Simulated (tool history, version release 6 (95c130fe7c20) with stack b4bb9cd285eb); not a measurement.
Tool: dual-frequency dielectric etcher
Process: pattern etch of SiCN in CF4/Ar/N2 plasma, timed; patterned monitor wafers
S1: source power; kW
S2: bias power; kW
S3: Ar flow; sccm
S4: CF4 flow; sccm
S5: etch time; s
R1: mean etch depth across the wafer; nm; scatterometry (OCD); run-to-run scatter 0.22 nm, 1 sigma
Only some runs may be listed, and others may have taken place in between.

run    day     S1     S2  S3  S4    S5      R1
  1  0.000  0.300  0.090  90  68  40.5  26.014
  2  0.146  0.300  0.090  90  72  40.5  26.477
  3  0.371  0.320  0.091  90  72  40.5  27.876
  4  0.633  0.340  0.092  90  72  40.5  28.499
  5  0.738  0.340  0.092  90  83  40.5  29.142
  6  0.929  0.340  0.092  90  73  40.5  28.911
  7  1.029  0.360  0.093  90  73  40.5  30.384
  8  1.062  0.370  0.093  90  73  40.5  30.192

Forecast run 9:
  9  1.275  0.380  0.094  90  73  40.5   ?

{"run 9": {"R1": 31.604}}
